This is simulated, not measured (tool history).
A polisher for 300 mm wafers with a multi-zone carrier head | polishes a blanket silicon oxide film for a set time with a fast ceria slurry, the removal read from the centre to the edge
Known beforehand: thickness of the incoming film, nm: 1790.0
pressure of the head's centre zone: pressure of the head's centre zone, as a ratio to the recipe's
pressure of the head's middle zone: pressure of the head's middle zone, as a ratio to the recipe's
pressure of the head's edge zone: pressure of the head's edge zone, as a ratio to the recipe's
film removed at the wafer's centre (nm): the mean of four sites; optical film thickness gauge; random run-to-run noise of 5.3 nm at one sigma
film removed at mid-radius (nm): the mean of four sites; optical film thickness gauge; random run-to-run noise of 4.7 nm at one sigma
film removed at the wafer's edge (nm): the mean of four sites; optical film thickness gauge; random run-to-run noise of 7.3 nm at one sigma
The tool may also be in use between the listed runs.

run	hour	flow of slurry (ml/min)	pressure of the head's centre zone	pressure of the head's middle zone	pressure of the head's edge zone	polishing time (s)	film removed at the wafer's centre (nm)	film removed at mid-radius (nm)	film removed at the wafer's edge (nm)
1	0.0	315	1.00	1.00	1.00	38	731.06	751.16	730.81
2	4.6	265	1.00	1.00	1.00	38	719.69	735.45	714.78
3	7.7	260	1.00	1.00	0.98	37	718.71	707.90	679.31
4	13.5	260	0.98	1.00	0.97	36	678.78	694.52	644.66
5	18.9	190	0.98	1.00	0.97	36	661.49	662.57	643.25
6	27.4	190	0.98	1.00	0.97	36	652.04	676.81	654.80
7	35.8	190	0.98	1.00	0.97	36	650.90	667.07	658.57

Run 8 has not been measured yet. What should we expect?
8	39.3	200	0.97	0.99	0.96	36	?	?	?

{"run 8": {"film removed at the wafer's centre (nm)": 652.79, "film removed at mid-radius (nm)": 670.46, "film removed at the wafer's edge (nm)": 651.99}}
